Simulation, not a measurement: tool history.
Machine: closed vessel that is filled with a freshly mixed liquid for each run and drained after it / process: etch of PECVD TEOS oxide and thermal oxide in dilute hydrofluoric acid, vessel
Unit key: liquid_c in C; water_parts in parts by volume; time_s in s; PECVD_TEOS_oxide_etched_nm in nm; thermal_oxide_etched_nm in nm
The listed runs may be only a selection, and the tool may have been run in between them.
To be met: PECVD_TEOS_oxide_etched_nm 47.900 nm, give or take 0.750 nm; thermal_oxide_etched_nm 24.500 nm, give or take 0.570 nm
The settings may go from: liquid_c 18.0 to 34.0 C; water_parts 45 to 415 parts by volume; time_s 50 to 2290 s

run 1 hour=0.0 | liquid_c=26.0 water_parts=230 time_s=1170 | PECVD_TEOS_oxide_etched_nm=43.295 thermal_oxide_etched_nm=21.878
run 2 hour=2.2 | liquid_c=26.0 water_parts=230 time_s=1435 | PECVD_TEOS_oxide_etched_nm=52.962 thermal_oxide_etched_nm=27.220
run 3 hour=5.2 | liquid_c=25.0 water_parts=230 time_s=1435 | PECVD_TEOS_oxide_etched_nm=50.873 thermal_oxide_etched_nm=26.187
run 4 hour=7.9 | liquid_c=24.5 water_parts=230 time_s=1435 | PECVD_TEOS_oxide_etched_nm=50.283 thermal_oxide_etched_nm=25.742
run 5 hour=15.7 | liquid_c=24.0 water_parts=230 time_s=1435 | PECVD_TEOS_oxide_etched_nm=49.269 thermal_oxide_etched_nm=25.125
run 6 hour=22.2 | liquid_c=27.5 water_parts=230 time_s=1435 | PECVD_TEOS_oxide_etched_nm=55.423 thermal_oxide_etched_nm=28.649
run 7 hour=25.5 | liquid_c=26.0 water_parts=230 time_s=1435 | PECVD_TEOS_oxide_etched_nm=52.484 thermal_oxide_etched_nm=27.369
run 8 hour=26.2 | liquid_c=23.5 water_parts=235 time_s=1435 | PECVD_TEOS_oxide_etched_nm=46.755 thermal_oxide_etched_nm=23.964

Exercise: of the 4 proposed moves below, exactly one satisfies all targets within the stated allowed misses. Which move is it?
run A hour=26.9 | liquid_c=24.5 water_parts=220 time_s=1295 | PECVD_TEOS_oxide_etched_nm=? thermal_oxide_etched_nm=?
run B hour=26.9 | liquid_c=22.0 water_parts=115 time_s=635 | PECVD_TEOS_oxide_etched_nm=? thermal_oxide_etched_nm=?
run C hour=26.9 | liquid_c=24.0 water_parts=230 time_s=1330 | PECVD_TEOS_oxide_etched_nm=? thermal_oxide_etched_nm=?
run D hour=26.9 | liquid_c=24.0 water_parts=305 time_s=1890 | PECVD_TEOS_oxide_etched_nm=? thermal_oxide_etched_nm=?

move=A PECVD_TEOS_oxide_etched_nm=47.717 thermal_oxide_etched_nm=24.544
move=B PECVD_TEOS_oxide_etched_nm=45.681 thermal_oxide_etched_nm=23.497
move=C PECVD_TEOS_oxide_etched_nm=45.551 thermal_oxide_etched_nm=23.430
move=D PECVD_TEOS_oxide_etched_nm=45.275 thermal_oxide_etched_nm=23.288
A: in spec on every target
B: further off than the last run
C: further off than the last run
D: further off than the last run
Answer: A
